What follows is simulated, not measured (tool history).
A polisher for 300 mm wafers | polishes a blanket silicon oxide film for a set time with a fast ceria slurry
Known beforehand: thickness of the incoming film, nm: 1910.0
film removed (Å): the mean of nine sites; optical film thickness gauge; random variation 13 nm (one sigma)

run	day	flow of slurry (ml/min)	pressure of the wafer on the pad (psi)	speed of the pad under the wafer (m/s)	polishing time (s)	film removed (Å)
1	0.000	280	2.7	0.78	72	7454.2
2	0.375	280	2.7	0.86	72	8069.6
3	0.488	280	2.9	0.86	72	8662.4
4	0.542	280	2.9	0.78	72	7991.2
5	0.825	305	2.9	0.78	72	8026.5
6	1.025	305	3.1	0.78	72	8412.0
7	1.171	305	3.2	0.80	72	8877.9

For run 8, what comes out?
8	1.488	305	3.9	0.82	72	?

{"run 8": {"film removed (Å)": 11111.0}}
